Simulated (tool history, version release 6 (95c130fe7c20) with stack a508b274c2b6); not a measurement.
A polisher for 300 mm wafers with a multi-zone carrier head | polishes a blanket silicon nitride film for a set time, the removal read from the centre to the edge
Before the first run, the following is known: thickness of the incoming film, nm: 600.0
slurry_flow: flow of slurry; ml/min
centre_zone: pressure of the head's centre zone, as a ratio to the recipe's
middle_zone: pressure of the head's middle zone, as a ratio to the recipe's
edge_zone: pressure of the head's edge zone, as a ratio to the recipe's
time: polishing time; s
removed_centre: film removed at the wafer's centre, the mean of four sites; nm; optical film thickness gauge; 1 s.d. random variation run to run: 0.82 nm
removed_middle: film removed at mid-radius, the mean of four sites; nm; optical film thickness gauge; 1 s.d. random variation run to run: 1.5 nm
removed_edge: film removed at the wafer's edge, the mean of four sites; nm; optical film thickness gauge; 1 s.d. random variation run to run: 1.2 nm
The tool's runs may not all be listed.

| run | day | slurry_flow | centre_zone | middle_zone | edge_zone | time | removed_centre | removed_middle | removed_edge |
|---|---|---|---|---|---|---|---|---|---|
| 1 | 0.000 | 210 | 1.00 | 1.00 | 1.00 | 38 | 66.204 | 67.981 | 66.218 |
| 2 | 0.121 | 210 | 0.96 | 1.00 | 1.00 | 38 | 63.218 | 66.285 | 67.211 |
| 3 | 0.250 | 210 | 0.96 | 1.00 | 0.96 | 38 | 63.991 | 66.787 | 67.097 |
| 4 | 0.312 | 210 | 0.96 | 1.07 | 0.96 | 38 | 64.094 | 71.335 | 66.636 |
| 5 | 0.500 | 210 | 0.96 | 1.07 | 0.96 | 47 | 78.820 | 91.375 | 80.264 |
| 6 | 0.779 | 255 | 0.96 | 1.07 | 0.96 | 47 | 80.901 | 90.323 | 85.286 |
| 7 | 1.012 | 250 | 0.97 | 1.08 | 0.96 | 47 | 83.061 | 90.942 | 83.746 |

What does the tool deliver on the next run?
| 8 | 1.246 | 245 | 0.97 | 1.09 | 0.96 | 47 | ? | ? | ? |

For run 8 the tool returned removed_centre 80.141 nm, removed_middle 92.096 nm, removed_edge 82.263 nm.

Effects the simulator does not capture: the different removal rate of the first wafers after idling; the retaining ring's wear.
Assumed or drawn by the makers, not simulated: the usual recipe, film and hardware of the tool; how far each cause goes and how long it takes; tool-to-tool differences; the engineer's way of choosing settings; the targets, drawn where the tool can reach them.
